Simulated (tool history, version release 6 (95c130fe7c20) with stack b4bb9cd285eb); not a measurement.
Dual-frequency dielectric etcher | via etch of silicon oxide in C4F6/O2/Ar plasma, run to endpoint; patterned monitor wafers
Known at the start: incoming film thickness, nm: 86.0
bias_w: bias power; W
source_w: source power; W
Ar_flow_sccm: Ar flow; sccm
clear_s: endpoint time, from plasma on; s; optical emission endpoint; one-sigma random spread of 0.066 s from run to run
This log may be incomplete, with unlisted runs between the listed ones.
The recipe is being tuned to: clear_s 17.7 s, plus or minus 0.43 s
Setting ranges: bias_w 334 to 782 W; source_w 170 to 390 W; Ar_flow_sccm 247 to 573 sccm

run    day  bias_w  source_w  Ar_flow_sccm  clear_s
  1      0     558       280           410   21.234
  2  0.125     617       290           405   19.953
  3  0.267     658       300           403   19.071
  4  0.429     718       300           403   18.421
  5  0.788     718       260           403   19.561
  6  0.908     680       260           403   20.047
  7  1.183     709       270           398    19.21
  8  1.512     729       280           394   18.641
  9  1.871     743       280           392   18.341
 10  1.975     753       280           391   18.344
 11  2.262     753       280           391   18.449

Pick the move, out of 4, that brings all results within their allowed miss; only one does.
  A  2.55     782       330           369        ?
  B  2.55     782       290           359        ?
  C  2.55     705       280           388        ?
  D  2.55     782       330           382        ?

move  clear_s
   A   16.865
   B   17.669
   C   19.029
   D   16.954
A: takes the result that was furthest off past its target
B: each result inside its tolerance
C: lands further from the targets than the last run did
D: takes the result that was furthest off past its target
The right move is B.

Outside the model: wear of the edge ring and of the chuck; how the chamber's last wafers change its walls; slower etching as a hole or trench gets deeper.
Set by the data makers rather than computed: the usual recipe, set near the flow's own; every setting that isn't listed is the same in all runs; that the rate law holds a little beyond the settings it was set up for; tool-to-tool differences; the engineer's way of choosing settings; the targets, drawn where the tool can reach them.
